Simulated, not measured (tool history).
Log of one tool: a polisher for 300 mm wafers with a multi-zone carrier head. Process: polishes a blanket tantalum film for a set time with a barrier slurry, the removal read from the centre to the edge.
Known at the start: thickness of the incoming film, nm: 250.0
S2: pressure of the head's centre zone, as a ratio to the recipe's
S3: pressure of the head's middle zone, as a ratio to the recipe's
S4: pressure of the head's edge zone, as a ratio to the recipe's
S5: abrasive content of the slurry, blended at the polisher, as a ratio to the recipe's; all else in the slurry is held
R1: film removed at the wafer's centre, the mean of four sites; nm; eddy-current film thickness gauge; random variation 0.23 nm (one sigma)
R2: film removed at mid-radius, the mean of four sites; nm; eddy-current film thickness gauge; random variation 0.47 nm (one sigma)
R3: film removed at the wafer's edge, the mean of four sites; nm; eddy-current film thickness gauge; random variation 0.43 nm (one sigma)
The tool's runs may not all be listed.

{"run": 1, "hour": 0.0, "flow of slurry (ml/min)": 240, "S2": 1, "S3": 1, "S4": 1, "S5": 1, "polishing time (s)": 67, "R1": 60.858, "R2": 59.905, "R3": 60.709}
{"run": 2, "hour": 4.1, "flow of slurry (ml/min)": 235, "S2": 0.98, "S3": 1, "S4": 0.98, "S5": 0.95, "polishing time (s)": 65, "R1": 56.825, "R2": 57.186, "R3": 56.81}
{"run": 3, "hour": 6.0, "flow of slurry (ml/min)": 235, "S2": 0.98, "S3": 1, "S4": 0.98, "S5": 0.95, "polishing time (s)": 54, "R1": 46.785, "R2": 46.783, "R3": 47.638}
{"run": 4, "hour": 10.1, "flow of slurry (ml/min)": 210, "S2": 0.98, "S3": 1, "S4": 0.98, "S5": 0.95, "polishing time (s)": 54, "R1": 46.516, "R2": 46.659, "R3": 47.426}
{"run": 5, "hour": 15.4, "flow of slurry (ml/min)": 210, "S2": 0.96, "S3": 0.99, "S4": 0.96, "S5": 0.9, "polishing time (s)": 54, "R1": 45.042, "R2": 45.096, "R3": 46.77}
{"run": 6, "hour": 16.6, "flow of slurry (ml/min)": 210, "S2": 0.88, "S3": 0.99, "S4": 0.96, "S5": 0.9, "polishing time (s)": 54, "R1": 42.343, "R2": 44.661, "R3": 45.069}

The next listed run, before its measurement:
{"run": 7, "hour": 22.2, "flow of slurry (ml/min)": 180, "S2": 0.81, "S3": 0.98, "S4": 0.88, "S5": 0.65, "polishing time (s)": 53, "R1": "?", "R2": "?", "R3": "?"}

R1: 34.371 nm
R2: 40.562 nm
R3: 38.505 nm

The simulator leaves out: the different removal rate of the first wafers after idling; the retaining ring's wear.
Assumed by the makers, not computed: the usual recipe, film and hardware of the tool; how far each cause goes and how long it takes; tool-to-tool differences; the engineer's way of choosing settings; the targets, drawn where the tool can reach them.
